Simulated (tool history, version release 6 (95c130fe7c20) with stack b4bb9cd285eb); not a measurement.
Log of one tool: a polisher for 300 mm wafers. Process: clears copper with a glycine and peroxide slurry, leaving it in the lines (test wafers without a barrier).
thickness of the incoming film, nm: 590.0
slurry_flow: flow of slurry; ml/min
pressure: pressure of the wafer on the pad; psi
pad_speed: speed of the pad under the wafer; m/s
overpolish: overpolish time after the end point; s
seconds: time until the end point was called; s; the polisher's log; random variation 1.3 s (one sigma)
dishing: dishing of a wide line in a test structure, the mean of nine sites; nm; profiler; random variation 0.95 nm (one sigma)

run  hour  slurry_flow  pressure  pad_speed  overpolish  seconds  dishing
  1     0          250       2.4       1.08          19      132    52.16
  2   8.4          250       2.4       1.08          25   130.87   60.991
  3  14.7          220       2.4       1.08          25   133.96   62.556
  4  21.9          220       2.4       1.08          21   135.42   53.497
  5  24.5          220       2.4       0.98          21   143.63   52.984
  6  27.2          250       2.4       0.98          21   141.77   52.555

The next listed run, before its measurement:
  7  33.8          245       2.6       0.98          22        ?        ?

Run 7 gave seconds 132.66 s, dishing 56.494 nm.
